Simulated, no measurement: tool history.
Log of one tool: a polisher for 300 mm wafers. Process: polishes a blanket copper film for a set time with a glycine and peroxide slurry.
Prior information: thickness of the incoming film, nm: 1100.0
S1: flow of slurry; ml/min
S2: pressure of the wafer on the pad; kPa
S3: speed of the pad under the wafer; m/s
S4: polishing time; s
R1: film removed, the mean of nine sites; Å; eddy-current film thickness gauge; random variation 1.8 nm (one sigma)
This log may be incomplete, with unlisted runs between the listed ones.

{"run": 1, "hour": 0.0, "S1": 250, "S2": 19.3, "S3": 1, "S4": 52, "R1": 3319.2}
{"run": 2, "hour": 3.9, "S1": 250, "S2": 19.3, "S3": 1.18, "S4": 52, "R1": 3811.4}
{"run": 3, "hour": 5.1, "S1": 250, "S2": 19.3, "S3": 1.36, "S4": 52, "R1": 4261.9}
{"run": 4, "hour": 8.5, "S1": 250, "S2": 19.3, "S3": 1.5, "S4": 52, "R1": 4634.8}
{"run": 5, "hour": 13.3, "S1": 250, "S2": 19.3, "S3": 1.5, "S4": 48, "R1": 4202}
{"run": 6, "hour": 19.6, "S1": 245, "S2": 17.9, "S3": 1.4, "S4": 48, "R1": 3731.8}
{"run": 7, "hour": 28.2, "S1": 240, "S2": 16.5, "S3": 1.34, "S4": 48, "R1": 3407.5}
{"run": 8, "hour": 32.2, "S1": 235, "S2": 15.2, "S3": 1.28, "S4": 48, "R1": 3027.3}
{"run": 9, "hour": 39.7, "S1": 230, "S2": 14.5, "S3": 1.24, "S4": 48, "R1": 2828.7}
{"run": 10, "hour": 40.4, "S1": 225, "S2": 13.8, "S3": 1.2, "S4": 48, "R1": 2673.1}
{"run": 11, "hour": 43.8, "S1": 220, "S2": 13.1, "S3": 1.18, "S4": 48, "R1": 2435.3}
{"run": 12, "hour": 48.3, "S1": 215, "S2": 12.4, "S3": 1.18, "S4": 48, "R1": 2413.2}

The next listed run, before its measurement:
{"run": 13, "hour": 49.2, "S1": 210, "S2": 11.7, "S3": 1.16, "S4": 48, "R1": "?"}

R1: 2271.2 Å
